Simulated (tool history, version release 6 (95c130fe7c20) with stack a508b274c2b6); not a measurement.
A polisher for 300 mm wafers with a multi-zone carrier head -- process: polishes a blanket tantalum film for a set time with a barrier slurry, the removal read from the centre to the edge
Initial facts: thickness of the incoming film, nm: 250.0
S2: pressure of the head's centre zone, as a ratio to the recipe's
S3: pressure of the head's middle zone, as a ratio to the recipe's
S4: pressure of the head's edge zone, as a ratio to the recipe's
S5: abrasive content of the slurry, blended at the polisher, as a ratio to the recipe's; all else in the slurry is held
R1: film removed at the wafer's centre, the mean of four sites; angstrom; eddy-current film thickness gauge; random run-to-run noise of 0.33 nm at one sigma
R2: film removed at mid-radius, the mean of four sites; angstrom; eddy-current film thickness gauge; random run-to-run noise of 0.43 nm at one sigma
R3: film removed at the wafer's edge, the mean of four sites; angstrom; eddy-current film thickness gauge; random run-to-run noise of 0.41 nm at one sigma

run 1 hour=0.0 | flow_of_slurry_(ml/min)=290 S2=1.00 S3=1.00 S4=1.00 S5=1.00 polishing_time_(s)=48 | R1=511.46 R2=525.95 R3=505.38
run 2 hour=1.1 | flow_of_slurry_(ml/min)=285 S2=0.99 S3=0.97 S4=0.99 S5=0.90 polishing_time_(s)=46 | R1=474.16 R2=478.10 R3=471.54
run 3 hour=3.2 | flow_of_slurry_(ml/min)=285 S2=0.98 S3=0.95 S4=0.98 S5=0.85 polishing_time_(s)=44 | R1=439.49 R2=440.43 R3=433.89
run 4 hour=5.6 | flow_of_slurry_(ml/min)=285 S2=0.90 S3=0.95 S4=0.98 S5=0.85 polishing_time_(s)=44 | R1=409.88 R2=450.22 R3=432.31
run 5 hour=9.7 | flow_of_slurry_(ml/min)=280 S2=0.91 S3=0.93 S4=0.98 S5=0.80 polishing_time_(s)=43 | R1=398.50 R2=416.59 R3=420.94
run 6 hour=18.3 | flow_of_slurry_(ml/min)=280 S2=0.91 S3=0.93 S4=0.98 S5=0.60 polishing_time_(s)=43 | R1=352.27 R2=375.24 R3=372.05
run 7 hour=18.9 | flow_of_slurry_(ml/min)=280 S2=0.91 S3=0.91 S4=0.98 S5=0.60 polishing_time_(s)=43 | R1=354.56 R2=363.12 R3=376.03

What will run 8 give?
run 8 hour=24.1 | flow_of_slurry_(ml/min)=280 S2=0.91 S3=0.90 S4=0.97 S5=0.60 polishing_time_(s)=43 | R1=? R2=? R3=?

{"run 8": {"R1": 355.38, "R2": 360.16, "R3": 371.0}}
